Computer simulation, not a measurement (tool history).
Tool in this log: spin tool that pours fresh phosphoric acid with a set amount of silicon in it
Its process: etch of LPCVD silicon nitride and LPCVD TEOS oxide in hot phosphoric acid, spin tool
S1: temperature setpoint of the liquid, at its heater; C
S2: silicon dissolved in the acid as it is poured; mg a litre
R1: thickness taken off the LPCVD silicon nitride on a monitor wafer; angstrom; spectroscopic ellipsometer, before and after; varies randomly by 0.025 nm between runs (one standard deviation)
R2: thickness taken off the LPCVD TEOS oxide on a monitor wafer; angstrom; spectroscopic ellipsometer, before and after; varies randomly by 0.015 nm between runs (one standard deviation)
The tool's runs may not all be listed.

{"run": 1, "hour": 0.0, "S1": 161.0, "S2": 21.5, "time under the liquid (s)": 90, "R1": 78.071, "R2": 2.064}
{"run": 2, "hour": 5.1, "S1": 160.0, "S2": 21.5, "time under the liquid (s)": 90, "R1": 75.769, "R2": 1.5771}
{"run": 3, "hour": 13.9, "S1": 159.5, "S2": 21.5, "time under the liquid (s)": 90, "R1": 73.936, "R2": 1.9052}
{"run": 4, "hour": 19.6, "S1": 159.5, "S2": 33.5, "time under the liquid (s)": 90, "R1": 74.318, "R2": 0.86813}
{"run": 5, "hour": 24.0, "S1": 159.0, "S2": 32.5, "time under the liquid (s)": 90, "R1": 72.803, "R2": 1.0354}
{"run": 6, "hour": 30.1, "S1": 158.5, "S2": 32.5, "time under the liquid (s)": 90, "R1": 71.689, "R2": 0.65692}
{"run": 7, "hour": 35.3, "S1": 158.5, "S2": 30.5, "time under the liquid (s)": 90, "R1": 71.501, "R2": 1.1936}
{"run": 8, "hour": 39.8, "S1": 158.5, "S2": 31.5, "time under the liquid (s)": 90, "R1": 71.681, "R2": 1.2659}
{"run": 9, "hour": 43.3, "S1": 158.5, "S2": 32.5, "time under the liquid (s)": 90, "R1": 71.659, "R2": 1.1522}
{"run": 10, "hour": 45.9, "S1": 158.5, "S2": 33.5, "time under the liquid (s)": 90, "R1": 71.916, "R2": 0.97502}
{"run": 11, "hour": 51.0, "S1": 157.5, "S2": 33.5, "time under the liquid (s)": 85, "R1": 65.047, "R2": 0.8579}
{"run": 12, "hour": 59.1, "S1": 157.0, "S2": 33.0, "time under the liquid (s)": 85, "R1": 64.107, "R2": 0.68216}
{"run": 13, "hour": 64.9, "S1": 157.0, "S2": 32.0, "time under the liquid (s)": 85, "R1": 64.317, "R2": 0.83775}
{"run": 14, "hour": 73.1, "S1": 157.0, "S2": 31.5, "time under the liquid (s)": 85, "R1": 64.251, "R2": 0.7191}

Run 15 has not been measured yet. What should we expect?
{"run": 15, "hour": 77.5, "S1": 157.0, "S2": 30.5, "time under the liquid (s)": 85, "R1": "?", "R2": "?"}

Run 15 came out at R1 64.410 angstrom, R2 1.00360 angstrom.
